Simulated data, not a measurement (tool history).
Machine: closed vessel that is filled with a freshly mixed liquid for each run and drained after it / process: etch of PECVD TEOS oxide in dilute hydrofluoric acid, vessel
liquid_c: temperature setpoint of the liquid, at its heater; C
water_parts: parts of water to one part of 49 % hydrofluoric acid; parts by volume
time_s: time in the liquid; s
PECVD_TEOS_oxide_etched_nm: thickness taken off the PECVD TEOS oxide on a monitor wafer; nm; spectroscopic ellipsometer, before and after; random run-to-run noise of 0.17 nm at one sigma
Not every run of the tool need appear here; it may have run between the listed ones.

Run 1, hour 0.0: liquid_c 22.0 C, water_parts 95 parts by volume, time_s 95 s. Result: PECVD_TEOS_oxide_etched_nm 11.2530 nm.
Run 2, hour 2.8: liquid_c 22.0 C, water_parts 130 parts by volume, time_s 95 s. Result: PECVD_TEOS_oxide_etched_nm 7.8128 nm.
Run 3, hour 6.8: liquid_c 23.5 C, water_parts 120 parts by volume, time_s 95 s. Result: PECVD_TEOS_oxide_etched_nm 9.0443 nm.
Run 4, hour 11.0: liquid_c 24.5 C, water_parts 110 parts by volume, time_s 95 s. Result: PECVD_TEOS_oxide_etched_nm 10.4220 nm.
Run 5, hour 15.6: liquid_c 25.5 C, water_parts 105 parts by volume, time_s 95 s. Result: PECVD_TEOS_oxide_etched_nm 11.3930 nm.
Run 6, hour 23.8: liquid_c 28.0 C, water_parts 105 parts by volume, time_s 95 s. Result: PECVD_TEOS_oxide_etched_nm 12.3820 nm.
Run 7, hour 28.4: liquid_c 28.5 C, water_parts 100 parts by volume, time_s 95 s. Result: PECVD_TEOS_oxide_etched_nm 13.4840 nm.
Run 8, hour 35.4: liquid_c 30.0 C, water_parts 75 parts by volume, time_s 95 s. Result: PECVD_TEOS_oxide_etched_nm 20.1350 nm.

Run 9 is up next; what results do you expect?
Run 9, hour 42.6: liquid_c 29.5 C, water_parts 75 parts by volume, time_s 95 s. Result: PECVD_TEOS_oxide_etched_nm ?.

PECVD_TEOS_oxide_etched_nm: 19.1580 nm
